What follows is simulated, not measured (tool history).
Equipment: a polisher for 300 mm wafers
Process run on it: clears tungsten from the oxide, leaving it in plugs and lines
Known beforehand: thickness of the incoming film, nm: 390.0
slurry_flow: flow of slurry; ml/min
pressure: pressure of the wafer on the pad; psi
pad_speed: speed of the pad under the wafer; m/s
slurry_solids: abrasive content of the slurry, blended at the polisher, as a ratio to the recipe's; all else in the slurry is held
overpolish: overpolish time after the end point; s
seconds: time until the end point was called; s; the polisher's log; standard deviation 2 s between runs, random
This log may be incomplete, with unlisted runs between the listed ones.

Run 1, day 0.000: slurry_flow 300 ml/min, pressure 3.7 psi, pad_speed 1.18 m/s, slurry_solids 1.0, overpolish 29 s. Result: seconds 72.429 s.
Run 2, day 0.304: slurry_flow 300 ml/min, pressure 3.7 psi, pad_speed 0.92 m/s, slurry_solids 1.0, overpolish 29 s. Result: seconds 92.041 s.
Run 3, day 0.667: slurry_flow 300 ml/min, pressure 3.3 psi, pad_speed 0.92 m/s, slurry_solids 1.0, overpolish 29 s. Result: seconds 104.450 s.
Run 4, day 0.996: slurry_flow 300 ml/min, pressure 3.9 psi, pad_speed 0.92 m/s, slurry_solids 1.0, overpolish 29 s. Result: seconds 87.799 s.
Run 5, day 1.025: slurry_flow 255 ml/min, pressure 3.9 psi, pad_speed 0.92 m/s, slurry_solids 1.0, overpolish 29 s. Result: seconds 88.740 s.
Run 6, day 1.354: slurry_flow 255 ml/min, pressure 3.9 psi, pad_speed 0.92 m/s, slurry_solids 1.1, overpolish 29 s. Result: seconds 86.200 s.

Run 7 is up next; what results do you expect?
Run 7, day 1.658: slurry_flow 255 ml/min, pressure 3.5 psi, pad_speed 0.92 m/s, slurry_solids 1.1, overpolish 29 s. Result: seconds ?.

seconds: 97.134 s
